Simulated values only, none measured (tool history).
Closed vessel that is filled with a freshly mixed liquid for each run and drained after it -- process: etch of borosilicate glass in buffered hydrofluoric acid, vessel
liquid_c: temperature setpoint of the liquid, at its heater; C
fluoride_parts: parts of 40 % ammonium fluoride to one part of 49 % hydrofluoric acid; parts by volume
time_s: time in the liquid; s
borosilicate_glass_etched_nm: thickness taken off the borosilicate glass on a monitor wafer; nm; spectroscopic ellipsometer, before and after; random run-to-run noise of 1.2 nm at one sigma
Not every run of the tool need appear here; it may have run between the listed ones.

run,day,liquid_c,fluoride_parts,time_s,borosilicate_glass_etched_nm
1,0.000,21.0,12,100,86.190
2,0.033,22.5,12,100,93.962
3,0.221,24.0,12,100,102.960
4,0.258,20.5,12,100,83.928
5,0.562,22.0,12,100,90.024
6,0.683,23.5,12,100,98.747
7,0.808,24.5,12,100,104.560
8,1.150,25.5,12,100,109.020
9,1.321,26.0,12,100,113.040
10,1.475,26.0,12,100,110.730
11,1.508,26.5,12,100,116.410

Run 12 comes next. What will it give?
12,1.879,27.0,12,100,?

Run 12 measured borosilicate_glass_etched_nm 119.500 nm.
